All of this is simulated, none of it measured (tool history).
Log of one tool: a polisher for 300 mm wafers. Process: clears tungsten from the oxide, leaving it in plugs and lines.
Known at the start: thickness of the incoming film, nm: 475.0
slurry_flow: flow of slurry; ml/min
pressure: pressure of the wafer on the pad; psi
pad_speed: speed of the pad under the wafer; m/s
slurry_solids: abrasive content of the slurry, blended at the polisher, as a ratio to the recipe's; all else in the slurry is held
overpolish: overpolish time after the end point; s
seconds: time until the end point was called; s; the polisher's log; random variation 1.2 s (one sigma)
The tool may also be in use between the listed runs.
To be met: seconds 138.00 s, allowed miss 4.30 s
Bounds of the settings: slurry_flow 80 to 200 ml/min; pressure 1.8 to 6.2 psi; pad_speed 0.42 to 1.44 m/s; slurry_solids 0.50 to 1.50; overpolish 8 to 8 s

run	hour	slurry_flow	pressure	pad_speed	slurry_solids	overpolish	seconds
1	0.0	130	4.0	0.92	1.00	8	118.43
2	0.8	130	4.0	0.92	1.20	8	113.05
3	8.8	125	3.8	0.92	1.20	8	117.77
4	14.5	125	3.8	0.92	1.00	8	127.82
5	19.6	125	4.2	0.92	1.00	8	112.64
6	26.0	110	4.2	0.92	1.00	8	117.79
7	31.3	105	4.1	0.92	1.00	8	121.45
8	39.8	100	4.0	0.92	1.00	8	126.04
9	46.6	95	3.9	0.92	1.00	8	131.80
10	52.1	90	3.9	0.92	1.00	8	132.80

Which of these 5 next moves meets every target?
A	57.6	85	3.7	1.00	1.25	8	?
B	57.6	120	3.5	0.90	0.80	8	?
C	57.6	85	3.4	1.16	0.85	8	?
D	57.6	110	4.6	0.72	0.60	8	?
E	57.6	145	3.4	1.08	0.85	8	?

move	seconds
A	126.24
B	148.21
C	138.08
D	149.05
E	126.36
A: further off than the last run
B: takes the result that was furthest off past its target
C: meets every target
D: takes the result that was furthest off past its target
E: further off than the last run
Answer: C
